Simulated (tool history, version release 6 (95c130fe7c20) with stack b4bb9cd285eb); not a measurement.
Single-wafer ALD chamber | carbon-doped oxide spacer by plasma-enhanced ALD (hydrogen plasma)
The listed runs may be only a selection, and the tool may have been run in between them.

| run | hour | heater temperature setpoint (K) | number of ALD cycles (cycles) | mean film thickness on the monitor wafer (nm) |
|---|---|---|---|---|
| 1 | 0 | 658.15 | 324 | 16.079 |
| 2 | 7.8 | 658.15 | 297 | 14.663 |
| 3 | 11.4 | 658.15 | 258 | 12.855 |
| 4 | 12 | 658.15 | 290 | 14.355 |
| 5 | 15 | 664.15 | 290 | 14.472 |
| 6 | 20.4 | 664.15 | 329 | 16.419 |
| 7 | 21 | 664.15 | 329 | 16.431 |
| 8 | 28.3 | 664.15 | 343 | 17.117 |

The next listed run, before its measurement:
| 9 | 32.1 | 664.15 | 354 | ? |

{"run 9": {"mean film thickness on the monitor wafer (nm)": 17.601}}

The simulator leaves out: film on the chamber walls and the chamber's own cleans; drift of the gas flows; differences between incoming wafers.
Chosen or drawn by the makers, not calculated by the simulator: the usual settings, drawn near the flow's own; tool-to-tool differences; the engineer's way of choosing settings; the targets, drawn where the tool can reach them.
